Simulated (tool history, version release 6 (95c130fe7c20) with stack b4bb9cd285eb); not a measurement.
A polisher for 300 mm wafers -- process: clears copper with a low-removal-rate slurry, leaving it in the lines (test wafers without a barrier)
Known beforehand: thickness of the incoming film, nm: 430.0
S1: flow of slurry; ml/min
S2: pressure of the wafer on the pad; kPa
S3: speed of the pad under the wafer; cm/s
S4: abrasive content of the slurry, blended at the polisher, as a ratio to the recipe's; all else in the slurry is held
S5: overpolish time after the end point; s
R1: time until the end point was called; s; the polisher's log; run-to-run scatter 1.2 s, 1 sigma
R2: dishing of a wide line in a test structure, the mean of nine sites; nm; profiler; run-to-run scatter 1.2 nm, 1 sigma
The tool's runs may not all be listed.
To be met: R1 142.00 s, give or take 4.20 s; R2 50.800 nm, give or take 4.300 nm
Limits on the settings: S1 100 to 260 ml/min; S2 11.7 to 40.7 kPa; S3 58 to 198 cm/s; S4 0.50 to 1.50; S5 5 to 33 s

run  hour   S1    S2   S3    S4  S5      R1      R2
  1   0.0  165  26.2  128  1.00  17  111.97  44.425
  2   8.9  160  24.8  128  1.00  18  117.46  44.507
  3  17.0  160  24.8  128  1.00  11  119.27  28.193
  4  17.9  160  20.7  128  1.00  11  139.21  25.180
  5  18.8  160  20.7  128  1.20  11  134.22  24.315
  6  24.1  160  20.7  128  1.35  11  129.18  26.711
     25.1  -- slurry blender recalibrated
  7  25.1  155  20.0  128  1.35  14  127.29  32.814
  8  29.3  155  18.6  128  1.35  16  137.35  35.743
  9  36.2  155  18.6  128  1.35  17  138.98  37.665
 10  44.9  155  18.6  128  1.35  18  137.60  38.787
 11  51.4  155  18.6  128  1.35  19  138.06  40.862
 12  53.3  155  18.6  128  1.35  20  137.91  40.662

Consider the 5 candidate settings below. Which is the only one whose results all fall within their allowed miss of target?
  A  55.2  165  17.2  130  1.45  22   ?   ?
  B  55.2  175  16.5  136  1.45  26   ?   ?
  C  55.2  100  24.1  106  1.40  18   ?   ?
  D  55.2  175  20.7  120  1.35  20   ?   ?
  E  55.2  135  15.2  162  1.20  15   ?   ?

move      R1      R2
   A  142.40  43.747
   B  141.07  50.015
   C  132.26  40.180
   D  130.63  43.910
   E  139.61  32.215
A: moves toward the targets from the last run without getting all of them in spec
B: every result within its allowed miss
C: as far off as the last run
D: the biggest miss grows against the last run
E: the biggest miss grows against the last run
Move B is the one to make.
